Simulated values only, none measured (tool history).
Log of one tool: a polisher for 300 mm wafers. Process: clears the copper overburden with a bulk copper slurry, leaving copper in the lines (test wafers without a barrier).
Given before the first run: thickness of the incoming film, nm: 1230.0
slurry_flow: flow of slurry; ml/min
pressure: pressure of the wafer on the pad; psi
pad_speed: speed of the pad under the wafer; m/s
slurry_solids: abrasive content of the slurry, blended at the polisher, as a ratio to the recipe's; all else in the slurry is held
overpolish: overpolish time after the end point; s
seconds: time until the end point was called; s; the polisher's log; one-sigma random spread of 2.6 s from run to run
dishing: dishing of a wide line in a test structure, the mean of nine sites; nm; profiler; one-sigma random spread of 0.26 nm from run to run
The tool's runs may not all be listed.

{"run": 1, "hour": 0.0, "slurry_flow": 240, "pressure": 2.3, "pad_speed": 1.12, "slurry_solids": 1.0, "overpolish": 12, "seconds": 211.88, "dishing": 41.899}
{"run": 2, "hour": 5.2, "slurry_flow": 240, "pressure": 2.3, "pad_speed": 1.0, "slurry_solids": 1.0, "overpolish": 12, "seconds": 237.92, "dishing": 38.773}
{"run": 3, "hour": 11.2, "slurry_flow": 235, "pressure": 2.2, "pad_speed": 1.06, "slurry_solids": 0.95, "overpolish": 11, "seconds": 239.27, "dishing": 35.633}
{"run": 4, "hour": 19.2, "slurry_flow": 235, "pressure": 2.6, "pad_speed": 1.06, "slurry_solids": 0.95, "overpolish": 11, "seconds": 198.95, "dishing": 41.978}
{"run": 5, "hour": 22.2, "slurry_flow": 220, "pressure": 2.4, "pad_speed": 1.14, "slurry_solids": 0.85, "overpolish": 10, "seconds": 211.63, "dishing": 37.56}
{"run": 6, "hour": 25.2, "slurry_flow": 220, "pressure": 2.4, "pad_speed": 1.14, "slurry_solids": 0.85, "overpolish": 8, "seconds": 212.82, "dishing": 31.509}
{"run": 7, "hour": 26.2, "slurry_flow": 225, "pressure": 2.3, "pad_speed": 1.18, "slurry_solids": 0.9, "overpolish": 7, "seconds": 208.41, "dishing": 28.065}
{"run": 8, "hour": 31.3, "slurry_flow": 230, "pressure": 2.2, "pad_speed": 1.18, "slurry_solids": 0.95, "overpolish": 7, "seconds": 216.07, "dishing": 27.826}

For run 9, what comes out?
{"run": 9, "hour": 39.0, "slurry_flow": 235, "pressure": 2.1, "pad_speed": 1.2, "slurry_solids": 1.0, "overpolish": 6, "seconds": "?", "dishing": "?"}

{"run 9": {"seconds": 217.99, "dishing": 23.91}}

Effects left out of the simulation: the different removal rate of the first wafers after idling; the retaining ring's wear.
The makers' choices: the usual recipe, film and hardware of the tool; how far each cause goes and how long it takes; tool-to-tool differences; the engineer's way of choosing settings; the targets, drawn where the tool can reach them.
